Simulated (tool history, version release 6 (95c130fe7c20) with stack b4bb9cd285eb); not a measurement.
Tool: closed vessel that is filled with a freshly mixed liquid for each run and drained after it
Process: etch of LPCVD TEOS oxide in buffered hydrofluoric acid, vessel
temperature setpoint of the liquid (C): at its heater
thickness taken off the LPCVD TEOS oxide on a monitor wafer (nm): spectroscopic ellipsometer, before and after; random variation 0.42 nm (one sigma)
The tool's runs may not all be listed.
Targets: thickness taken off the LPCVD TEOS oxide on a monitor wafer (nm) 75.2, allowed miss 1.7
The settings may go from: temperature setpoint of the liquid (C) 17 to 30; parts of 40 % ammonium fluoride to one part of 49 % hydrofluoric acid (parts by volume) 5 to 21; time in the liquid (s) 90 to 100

run,hour,temperature setpoint of the liquid (C),parts of 40 % ammonium fluoride to one part of 49 % hydrofluoric acid (parts by volume),time in the liquid (s),thickness taken off the LPCVD TEOS oxide on a monitor wafer (nm)
1,0,22,13,90,133.44
2,8.9,21.5,13.5,90,125.61
3,14.7,24,13.5,90,141.32
4,18.9,23,14,90,129.79
5,27.7,22.5,14.5,90,122.29
6,32.9,22,15,90,114.95
7,41.2,21.5,15.5,90,108.01
8,49.9,21,15.5,90,105.99
9,53.5,20.5,16,90,100.42
10,62.5,20.5,16,90,99.71
11,71.2,20,16,90,97.43
12,76.1,19.5,16,90,93.181

Which of these 4 next moves meets every target?
A,81,17.5,17.5,95,?
B,81,17,17.5,95,?
C,81,18,19.5,95,?
D,81,17,17,95,?

move,thickness taken off the LPCVD TEOS oxide on a monitor wafer (nm)
A,81.406
B,79.113
C,75.263
D,81.41
A: nearer than the last run, and not there yet
B: nearer than the last run, and not there yet
C: meets every target
D: nearer than the last run, and not there yet
Answer: C

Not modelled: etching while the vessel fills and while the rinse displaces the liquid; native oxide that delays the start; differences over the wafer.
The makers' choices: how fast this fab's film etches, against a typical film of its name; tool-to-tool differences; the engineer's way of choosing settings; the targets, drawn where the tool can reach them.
